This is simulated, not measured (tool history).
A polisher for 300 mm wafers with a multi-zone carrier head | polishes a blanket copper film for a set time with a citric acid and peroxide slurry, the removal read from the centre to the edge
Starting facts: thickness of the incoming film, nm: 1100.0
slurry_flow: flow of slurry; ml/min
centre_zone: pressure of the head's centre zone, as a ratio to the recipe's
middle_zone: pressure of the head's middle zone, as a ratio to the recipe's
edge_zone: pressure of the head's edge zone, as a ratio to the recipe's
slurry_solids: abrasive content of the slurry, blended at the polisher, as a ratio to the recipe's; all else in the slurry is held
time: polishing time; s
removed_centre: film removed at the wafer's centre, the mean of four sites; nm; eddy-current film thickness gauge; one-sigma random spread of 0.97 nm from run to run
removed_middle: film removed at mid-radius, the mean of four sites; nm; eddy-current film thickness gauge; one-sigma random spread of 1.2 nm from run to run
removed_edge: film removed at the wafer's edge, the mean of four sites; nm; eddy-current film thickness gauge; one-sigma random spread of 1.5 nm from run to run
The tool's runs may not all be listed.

{"run": 1, "hour": 0.0, "slurry_flow": 255, "centre_zone": 1, "middle_zone": 1, "edge_zone": 1, "slurry_solids": 1, "time": 51, "removed_centre": 99.219, "removed_middle": 98.36, "removed_edge": 99.351}
{"run": 2, "hour": 6.9, "slurry_flow": 255, "centre_zone": 1, "middle_zone": 1, "edge_zone": 1, "slurry_solids": 0.85, "time": 51, "removed_centre": 94.64, "removed_middle": 95.171, "removed_edge": 95.555}
{"run": 3, "hour": 11.4, "slurry_flow": 255, "centre_zone": 1, "middle_zone": 1, "edge_zone": 0.95, "slurry_solids": 0.85, "time": 51, "removed_centre": 97.697, "removed_middle": 94.262, "removed_edge": 93.597}
{"run": 4, "hour": 13.7, "slurry_flow": 260, "centre_zone": 1.02, "middle_zone": 0.98, "edge_zone": 0.97, "slurry_solids": 0.95, "time": 51, "removed_centre": 101.45, "removed_middle": 95.007, "removed_edge": 94.863}
{"run": 5, "hour": 20.8, "slurry_flow": 260, "centre_zone": 1.02, "middle_zone": 0.98, "edge_zone": 0.97, "slurry_solids": 0.75, "time": 51, "removed_centre": 96.469, "removed_middle": 90.361, "removed_edge": 91.283}
{"run": 6, "hour": 27.2, "slurry_flow": 260, "centre_zone": 1.04, "middle_zone": 0.97, "edge_zone": 1, "slurry_solids": 0.85, "time": 51, "removed_centre": 101.04, "removed_middle": 92.913, "removed_edge": 93.453}
{"run": 7, "hour": 30.2, "slurry_flow": 255, "centre_zone": 1.05, "middle_zone": 0.95, "edge_zone": 1.03, "slurry_solids": 0.95, "time": 52, "removed_centre": 104.75, "removed_middle": 95.589, "removed_edge": 98.805}
{"run": 8, "hour": 32.3, "slurry_flow": 255, "centre_zone": 1.05, "middle_zone": 0.95, "edge_zone": 1.03, "slurry_solids": 0.95, "time": 52, "removed_centre": 104.06, "removed_middle": 93.861, "removed_edge": 99.218}

Run 9 comes next. What will it give?
{"run": 9, "hour": 40.1, "slurry_flow": 260, "centre_zone": 1.07, "middle_zone": 0.94, "edge_zone": 1.05, "slurry_solids": 1, "time": 52, "removed_centre": "?", "removed_middle": "?", "removed_edge": "?"}

{"run 9": {"removed_centre": 108.86, "removed_middle": 95.053, "removed_edge": 101.36}}
